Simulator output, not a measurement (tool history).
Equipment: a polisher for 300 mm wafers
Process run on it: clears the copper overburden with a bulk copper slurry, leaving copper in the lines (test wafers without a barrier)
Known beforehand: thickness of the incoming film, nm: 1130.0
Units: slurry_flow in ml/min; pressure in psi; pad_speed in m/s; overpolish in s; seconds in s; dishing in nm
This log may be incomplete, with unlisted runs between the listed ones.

run,day,slurry_flow,pressure,pad_speed,slurry_solids,overpolish,seconds,dishing
1,0.000,160,3.2,1.30,1.00,27,104.310,99.702
2,0.350,165,3.0,1.48,1.00,22,94.185,92.146
3,0.383,165,3.0,1.48,0.80,22,104.060,90.535
4,0.417,170,2.8,1.62,0.80,18,94.905,81.249
5,0.471,175,2.8,1.68,0.80,15,94.073,78.220
6,0.529,175,2.8,1.68,0.80,26,94.607,97.339
7,0.700,175,2.8,1.74,0.80,21,88.988,94.110
8,0.775,185,2.7,1.78,0.85,18,89.933,87.957
9,0.946,170,2.8,1.80,0.80,15,89.267,79.847
10,1.242,160,2.9,1.84,0.80,13,84.162,76.918
11,1.475,155,3.0,1.86,0.80,12,84.984,70.336

Estimate the outcome of run 12 from the log above:
12,1.617,160,3.1,1.86,0.80,11,?,?

seconds: 80.710 s
dishing: 73.864 nm
